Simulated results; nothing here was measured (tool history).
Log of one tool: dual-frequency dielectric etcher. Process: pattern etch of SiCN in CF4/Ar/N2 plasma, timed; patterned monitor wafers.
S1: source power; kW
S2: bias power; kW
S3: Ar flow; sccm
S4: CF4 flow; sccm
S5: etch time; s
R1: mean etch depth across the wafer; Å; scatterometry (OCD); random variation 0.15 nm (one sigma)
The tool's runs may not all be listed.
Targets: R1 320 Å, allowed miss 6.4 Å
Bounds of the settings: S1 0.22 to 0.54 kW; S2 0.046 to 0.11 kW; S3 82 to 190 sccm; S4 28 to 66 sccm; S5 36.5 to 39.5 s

run	hour	S1	S2	S3	S4	S5	R1
1	0	0.38	0.078	136	47	39.5	275.58
2	3.9	0.38	0.068	136	47	39.5	265.55
3	7.1	0.39	0.068	136	47	39.5	270.52
4	13.3	0.39	0.054	136	47	39.5	255.72
5	17.5	0.4	0.054	136	47	39.5	259.34
6	23.9	0.41	0.054	136	47	39.5	266.47
7	26.5	0.49	0.055	136	47	39.5	299.96
8	29.6	0.51	0.056	136	47	39.5	310.26

4 next moves are on the table. One of them brings every result within its allowed miss. Which?
A	32.7	0.52	0.052	122	46	37.5	?
B	32.7	0.51	0.06	129	45	38	?
C	32.7	0.51	0.069	154	34	39	?
D	32.7	0.53	0.065	140	54	38	?

move	R1
A	299.3
B	303.52
C	298.86
D	319.3
A: further off than the last run
B: further off than the last run
C: further off than the last run
D: meets every target
Answer: D

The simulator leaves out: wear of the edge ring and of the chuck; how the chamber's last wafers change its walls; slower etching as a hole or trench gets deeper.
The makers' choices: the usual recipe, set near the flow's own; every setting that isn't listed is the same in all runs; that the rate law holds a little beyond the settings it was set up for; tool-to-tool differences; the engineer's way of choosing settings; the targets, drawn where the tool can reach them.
